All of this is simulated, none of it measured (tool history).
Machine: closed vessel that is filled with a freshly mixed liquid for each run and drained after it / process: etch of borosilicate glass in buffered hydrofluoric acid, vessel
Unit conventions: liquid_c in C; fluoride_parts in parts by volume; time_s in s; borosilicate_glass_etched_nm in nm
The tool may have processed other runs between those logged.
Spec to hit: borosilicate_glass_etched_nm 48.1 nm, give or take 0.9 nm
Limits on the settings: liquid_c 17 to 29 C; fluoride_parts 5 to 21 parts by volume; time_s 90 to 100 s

run 1 hour=0 | liquid_c=21 fluoride_parts=13 time_s=90 | borosilicate_glass_etched_nm=70.455
run 2 hour=2.9 | liquid_c=20 fluoride_parts=13.5 time_s=90 | borosilicate_glass_etched_nm=64.58
run 3 hour=11.3 | liquid_c=23.5 fluoride_parts=13.5 time_s=90 | borosilicate_glass_etched_nm=77.335
run 4 hour=16.4 | liquid_c=21.5 fluoride_parts=13.5 time_s=90 | borosilicate_glass_etched_nm=69.856
run 5 hour=21.6 | liquid_c=20.5 fluoride_parts=14 time_s=90 | borosilicate_glass_etched_nm=63.318
run 6 hour=27.5 | liquid_c=20.5 fluoride_parts=14 time_s=100 | borosilicate_glass_etched_nm=71.413
run 7 hour=31.4 | liquid_c=19.5 fluoride_parts=14.5 time_s=100 | borosilicate_glass_etched_nm=64.579
run 8 hour=38.7 | liquid_c=19 fluoride_parts=15 time_s=100 | borosilicate_glass_etched_nm=60.897
run 9 hour=42.4 | liquid_c=18.5 fluoride_parts=15.5 time_s=100 | borosilicate_glass_etched_nm=56.723
run 10 hour=45.2 | liquid_c=18 fluoride_parts=16 time_s=100 | borosilicate_glass_etched_nm=53.757

Pick the move, out of 4, that brings all results within their allowed miss; only one does.
run A hour=48 | liquid_c=19 fluoride_parts=15.5 time_s=95 | borosilicate_glass_etched_nm=?
run B hour=48 | liquid_c=17 fluoride_parts=17 time_s=100 | borosilicate_glass_etched_nm=?
run C hour=48 | liquid_c=18.5 fluoride_parts=15.5 time_s=100 | borosilicate_glass_etched_nm=?
run D hour=48 | liquid_c=17.5 fluoride_parts=16 time_s=95 | borosilicate_glass_etched_nm=?

move=A borosilicate_glass_etched_nm=56.196
move=B borosilicate_glass_etched_nm=48.282
move=C borosilicate_glass_etched_nm=57.538
move=D borosilicate_glass_etched_nm=50.098
A: misses by more than the last run did
B: all results in spec
C: misses by more than the last run did
D: closer than the last run, but not yet in spec
So the answer is move B, the one that meets all the targets.
